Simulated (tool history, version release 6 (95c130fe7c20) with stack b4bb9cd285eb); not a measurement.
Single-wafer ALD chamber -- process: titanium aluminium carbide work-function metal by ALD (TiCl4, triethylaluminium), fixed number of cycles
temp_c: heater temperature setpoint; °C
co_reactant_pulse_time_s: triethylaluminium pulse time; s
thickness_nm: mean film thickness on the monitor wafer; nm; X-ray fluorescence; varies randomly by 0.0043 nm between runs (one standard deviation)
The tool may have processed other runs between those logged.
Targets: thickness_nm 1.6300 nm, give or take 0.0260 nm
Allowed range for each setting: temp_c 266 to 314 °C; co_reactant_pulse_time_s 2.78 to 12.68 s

run,hour,temp_c,co_reactant_pulse_time_s,thickness_nm
1,0.0,290,7.73,1.7984
2,6.6,290,6.87,1.7528
3,14.0,286,6.71,1.6933
4,17.5,290,6.71,1.7366
5,26.2,287,6.63,1.7024
6,26.8,285,6.58,1.6676
7,32.1,284,6.56,1.6714
8,37.8,283,6.53,1.6578

Next run, 5 choices. One meets every target within its allowed miss, the rest don't. Which?
A,43.5,283,5.71,?
B,43.5,284,6.67,?
C,43.5,266,7.34,?
D,43.5,280,6.44,?
E,43.5,287,6.45,?

move,thickness_nm
A,1.5848
B,1.6808
C,1.5639
D,1.6278
E,1.6898
A: takes the result that was furthest off past its target
B: misses by more than the last run did
C: takes the result that was furthest off past its target
D: in spec on every target
E: misses by more than the last run did
D meets every target.

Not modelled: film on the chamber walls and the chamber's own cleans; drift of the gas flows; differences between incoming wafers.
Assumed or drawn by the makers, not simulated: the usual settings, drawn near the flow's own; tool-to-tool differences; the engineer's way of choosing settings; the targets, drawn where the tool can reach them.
